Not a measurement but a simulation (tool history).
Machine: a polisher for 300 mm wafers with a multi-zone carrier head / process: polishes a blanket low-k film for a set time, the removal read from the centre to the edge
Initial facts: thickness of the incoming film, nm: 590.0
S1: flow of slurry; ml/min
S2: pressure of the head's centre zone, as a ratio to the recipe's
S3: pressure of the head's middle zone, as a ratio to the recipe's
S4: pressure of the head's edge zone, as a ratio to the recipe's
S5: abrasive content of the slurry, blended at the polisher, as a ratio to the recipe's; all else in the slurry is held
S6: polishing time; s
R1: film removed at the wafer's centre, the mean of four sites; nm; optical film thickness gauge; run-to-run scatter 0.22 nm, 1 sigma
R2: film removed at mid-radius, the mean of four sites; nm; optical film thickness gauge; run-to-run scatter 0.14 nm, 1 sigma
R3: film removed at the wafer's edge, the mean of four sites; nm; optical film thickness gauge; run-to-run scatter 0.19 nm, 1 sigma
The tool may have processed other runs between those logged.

run,hour,S1,S2,S3,S4,S5,S6,R1,R2,R3
1,0.0,195,1.00,1.00,1.00,1.00,89,35.958,34.158,34.676
2,5.3,185,0.96,0.97,0.95,0.85,82,29.087,28.321,29.337
3,11.2,185,0.96,0.97,0.95,1.05,82,32.265,31.735,32.754
4,16.5,185,0.96,0.97,0.95,1.25,82,34.969,34.055,36.091
5,18.0,180,0.94,0.95,0.93,1.00,76,28.529,27.932,29.188
6,19.9,180,0.89,0.95,0.93,1.00,76,27.322,27.987,29.342
7,22.2,180,0.89,0.95,0.93,1.00,76,27.382,28.070,29.326
8,30.4,175,0.88,0.94,0.90,0.85,73,23.180,24.196,25.163
9,33.1,175,0.88,0.94,0.90,0.85,73,23.401,24.334,25.189
10,40.4,170,0.88,0.93,0.87,0.75,73,21.521,22.345,23.228
11,43.1,165,0.89,0.93,0.85,0.70,73,20.511,21.151,21.979

Predict the results of run 12:
12,46.1,160,0.90,0.93,0.84,0.65,73,?,?,?

{"run 12": {"R1": 19.334, "R2": 20.056, "R3": 20.544}}
